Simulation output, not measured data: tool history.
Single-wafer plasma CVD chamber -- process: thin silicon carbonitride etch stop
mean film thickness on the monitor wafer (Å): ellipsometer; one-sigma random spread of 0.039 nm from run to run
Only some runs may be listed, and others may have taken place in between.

run  hour  RF power (W)  deposition time (s)  mean film thickness on the monitor wafer (Å)
  1   0.0           195                 19.8                                       111.020
  2   6.2           180                 19.3                                       105.670
  3  10.9           155                 19.3                                        98.577
  4  18.1           155                 20.5                                       104.900
  5  24.0           150                 20.2                                       101.950
  6  26.7           175                 20.2                                       108.780
  7  32.1           165                 20.0                                       105.270
  8  35.2           155                 19.8                                       102.030

For run 9, what comes out?
  9  39.1           150                 19.6                                             ?

mean film thickness on the monitor wafer (Å): 98.516
